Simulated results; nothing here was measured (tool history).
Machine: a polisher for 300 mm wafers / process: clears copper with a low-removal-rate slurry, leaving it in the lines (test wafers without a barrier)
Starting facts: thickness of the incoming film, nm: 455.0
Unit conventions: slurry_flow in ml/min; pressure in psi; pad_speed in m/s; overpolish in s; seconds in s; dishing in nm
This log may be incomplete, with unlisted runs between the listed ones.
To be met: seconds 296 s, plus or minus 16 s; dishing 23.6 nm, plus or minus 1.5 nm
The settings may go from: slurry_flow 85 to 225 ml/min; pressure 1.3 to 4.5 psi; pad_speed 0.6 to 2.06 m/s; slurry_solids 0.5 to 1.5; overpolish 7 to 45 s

| run | hour | slurry_flow | pressure | pad_speed | slurry_solids | overpolish | seconds | dishing |
|---|---|---|---|---|---|---|---|---|
| 1 | 0 | 145 | 2.9 | 1.32 | 1 | 23 | 135.62 | 43.519 |
| 2 | 6.5 | 145 | 2.9 | 1.2 | 1 | 23 | 153.08 | 41.609 |
| 3 | 8.1 | 145 | 2.9 | 1.52 | 1 | 23 | 120.36 | 47.085 |
| 4 | 15.5 | 145 | 2.3 | 1.52 | 1 | 23 | 150.88 | 40.369 |
| 5 | 24.2 | 145 | 2.3 | 1.52 | 0.8 | 23 | 159.25 | 38.159 |
| 6 | 27.8 | 145 | 2 | 1.42 | 0.8 | 22 | 191.99 | 32.684 |
| 7 | 34.8 | 145 | 1.8 | 1.36 | 0.8 | 22 | 217.46 | 29.135 |
| 8 | 36.2 | 145 | 1.6 | 1.32 | 0.8 | 22 | 253.9 | 26.115 |
| 9 | 44.2 | 145 | 1.5 | 1.32 | 0.8 | 22 | 280.6 | 24.729 |

Next run, 4 choices. One meets every target within its allowed miss, the rest don't. Which?
| A | 52.2 | 140 | 1.7 | 1.16 | 1 | 19 | ? | ? |
| B | 52.2 | 130 | 1.5 | 1.42 | 0.85 | 22 | ? | ? |
| C | 52.2 | 155 | 1.3 | 1.34 | 0.95 | 22 | ? | ? |
| D | 52.2 | 180 | 1.8 | 1.08 | 0.8 | 20 | ? | ? |

| move | seconds | dishing |
|---|---|---|
| A | 257.88 | 22.981 |
| B | 250.29 | 26.311 |
| C | 286.92 | 23.47 |
| D | 263.28 | 23.61 |
A: the biggest miss grows against the last run
B: the biggest miss grows against the last run
C: all results in spec
D: the biggest miss grows against the last run
The move that meets every target is C.
